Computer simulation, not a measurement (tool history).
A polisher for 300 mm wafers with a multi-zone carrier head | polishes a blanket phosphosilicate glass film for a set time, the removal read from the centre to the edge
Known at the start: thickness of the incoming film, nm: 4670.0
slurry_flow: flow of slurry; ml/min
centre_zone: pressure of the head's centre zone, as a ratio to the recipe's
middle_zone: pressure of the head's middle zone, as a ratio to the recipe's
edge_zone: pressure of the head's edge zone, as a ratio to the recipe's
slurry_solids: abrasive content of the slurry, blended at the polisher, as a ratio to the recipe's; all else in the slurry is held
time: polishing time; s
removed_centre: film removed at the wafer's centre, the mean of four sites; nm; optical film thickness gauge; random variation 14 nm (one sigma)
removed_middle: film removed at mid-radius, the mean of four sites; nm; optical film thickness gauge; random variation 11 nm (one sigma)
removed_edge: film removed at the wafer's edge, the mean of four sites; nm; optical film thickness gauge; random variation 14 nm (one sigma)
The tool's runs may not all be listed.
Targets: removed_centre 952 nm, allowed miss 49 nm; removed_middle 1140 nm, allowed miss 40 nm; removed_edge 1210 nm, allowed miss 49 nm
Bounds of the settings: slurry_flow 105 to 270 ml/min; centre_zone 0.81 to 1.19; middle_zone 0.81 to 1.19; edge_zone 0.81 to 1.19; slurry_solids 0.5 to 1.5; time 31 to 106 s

{"run": 1, "hour": 0.0, "slurry_flow": 175, "centre_zone": 1, "middle_zone": 1, "edge_zone": 1, "slurry_solids": 1, "time": 68, "removed_centre": 903.98, "removed_middle": 937.03, "removed_edge": 934.75}
{"run": 2, "hour": 8.2, "slurry_flow": 175, "centre_zone": 0.93, "middle_zone": 1, "edge_zone": 1, "slurry_solids": 1, "time": 68, "removed_centre": 834.77, "removed_middle": 922.44, "removed_edge": 941.98}
{"run": 3, "hour": 16.6, "slurry_flow": 180, "centre_zone": 0.92, "middle_zone": 1.01, "edge_zone": 1.04, "slurry_solids": 1.1, "time": 68, "removed_centre": 872.89, "removed_middle": 990.8, "removed_edge": 996.36}
{"run": 4, "hour": 23.5, "slurry_flow": 180, "centre_zone": 1, "middle_zone": 1.01, "edge_zone": 1.04, "slurry_solids": 1.1, "time": 68, "removed_centre": 943.82, "removed_middle": 989.15, "removed_edge": 1019}
{"run": 5, "hour": 24.8, "slurry_flow": 180, "centre_zone": 1, "middle_zone": 1.01, "edge_zone": 1.12, "slurry_solids": 1.1, "time": 68, "removed_centre": 993.01, "removed_middle": 984.55, "removed_edge": 1042.1}
{"run": 6, "hour": 33.2, "slurry_flow": 180, "centre_zone": 1, "middle_zone": 1.01, "edge_zone": 1.19, "slurry_solids": 1.1, "time": 68, "removed_centre": 935.88, "removed_middle": 989.25, "removed_edge": 1091.3}
{"run": 7, "hour": 40.2, "slurry_flow": 185, "centre_zone": 0.97, "middle_zone": 1.02, "edge_zone": 1.19, "slurry_solids": 1.15, "time": 68, "removed_centre": 952.29, "removed_middle": 1028, "removed_edge": 1116.8}
{"run": 8, "hour": 41.4, "slurry_flow": 190, "centre_zone": 0.95, "middle_zone": 1.02, "edge_zone": 1.19, "slurry_solids": 1.2, "time": 68, "removed_centre": 965.33, "removed_middle": 1042.7, "removed_edge": 1144.6}
{"run": 9, "hour": 47.8, "slurry_flow": 190, "centre_zone": 0.93, "middle_zone": 1.03, "edge_zone": 1.19, "slurry_solids": 1.25, "time": 68, "removed_centre": 958.55, "removed_middle": 1078.2, "removed_edge": 1159.1}
{"run": 10, "hour": 48.7, "slurry_flow": 190, "centre_zone": 0.91, "middle_zone": 1.03, "edge_zone": 1.19, "slurry_solids": 1.25, "time": 68, "removed_centre": 930.42, "removed_middle": 1074.9, "removed_edge": 1150.3}

Which of these 4 next moves meets every target?
{"run": "A", "hour": 49.6, "slurry_flow": 200, "centre_zone": 0.88, "middle_zone": 0.96, "edge_zone": 1.19, "slurry_solids": 1.45, "time": 66, "removed_centre": "?", "removed_middle": "?", "removed_edge": "?"}
{"run": "B", "hour": 49.6, "slurry_flow": 230, "centre_zone": 0.83, "middle_zone": 1.01, "edge_zone": 1.15, "slurry_solids": 0.9, "time": 85, "removed_centre": "?", "removed_middle": "?", "removed_edge": "?"}
{"run": "C", "hour": 49.6, "slurry_flow": 190, "centre_zone": 0.88, "middle_zone": 0.97, "edge_zone": 1.19, "slurry_solids": 1.2, "time": 72, "removed_centre": "?", "removed_middle": "?", "removed_edge": "?"}
{"run": "D", "hour": 49.6, "slurry_flow": 175, "centre_zone": 0.84, "middle_zone": 0.94, "edge_zone": 1.19, "slurry_solids": 1.35, "time": 66, "removed_centre": "?", "removed_middle": "?", "removed_edge": "?"}

move=A removed_centre=955.09 removed_middle=1051.9 removed_edge=1183.4
move=B removed_centre=952.32 removed_middle=1142.3 removed_edge=1202.4
move=C removed_centre=951.7 removed_middle=1058.3 removed_edge=1182.6
move=D removed_centre=872.64 removed_middle=981.73 removed_edge=1130.9
A: further off than the last run
B: meets every target
C: further off than the last run
D: further off than the last run
Move B is the one to make.
